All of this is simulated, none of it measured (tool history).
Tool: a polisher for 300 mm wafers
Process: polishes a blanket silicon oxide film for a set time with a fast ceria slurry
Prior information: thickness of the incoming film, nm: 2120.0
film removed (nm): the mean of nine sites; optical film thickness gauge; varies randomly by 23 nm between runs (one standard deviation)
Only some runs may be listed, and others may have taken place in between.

run,day,flow of slurry (ml/min),pressure of the wafer on the pad (kPa),speed of the pad under the wafer (cm/s),polishing time (s),film removed (nm)
1,0,180,22.8,100,52,958.76
2,0.175,180,22.8,84,52,826.83
3,0.438,140,22.8,84,52,807.53
4,0.492,140,26.2,90,52,952.52
5,0.808,145,29,98,52,1126.9
6,0.829,145,29,78,52,951.01

Predict the results of run 7:
7,0.904,150,31,90,52,?

{"run 7": {"film removed (nm)": 1140.9}}
